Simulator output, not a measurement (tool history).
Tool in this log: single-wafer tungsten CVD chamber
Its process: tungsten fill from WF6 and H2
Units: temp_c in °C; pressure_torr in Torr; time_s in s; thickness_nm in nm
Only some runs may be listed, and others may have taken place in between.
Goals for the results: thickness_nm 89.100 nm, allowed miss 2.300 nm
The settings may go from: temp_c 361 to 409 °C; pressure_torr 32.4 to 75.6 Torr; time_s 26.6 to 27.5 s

run  hour  temp_c  pressure_torr  time_s  thickness_nm
  1   0.0     385           54.0    26.6        75.685
  2   8.4     387           54.1    26.6        79.588
  3  11.0     387           54.1    26.6        79.283
  4  14.6     387           58.0    26.6        82.833
  5  16.8     388           58.0    26.6        84.657
  6  22.2     382           58.0    26.6        73.725
  7  29.0     384           58.1    26.6        77.520
  8  34.9     392           58.6    26.6        92.640

Which of these 5 next moves meets every target?
  A  40.8     390           60.0    26.6             ?
  B  40.8     393           57.5    27.4             ?
  C  40.8     393           59.6    27.4             ?
  D  40.8     393           59.1    26.6             ?
  E  40.8     394           57.5    27.4             ?

move  thickness_nm
   A        90.211
   B        96.845
   C        98.795
   D        95.452
   E        98.946
A: all results land within tolerance of their targets
B: misses by more than the last run did
C: misses by more than the last run did
D: misses by more than the last run did
E: misses by more than the last run did
Move A is the one to make.
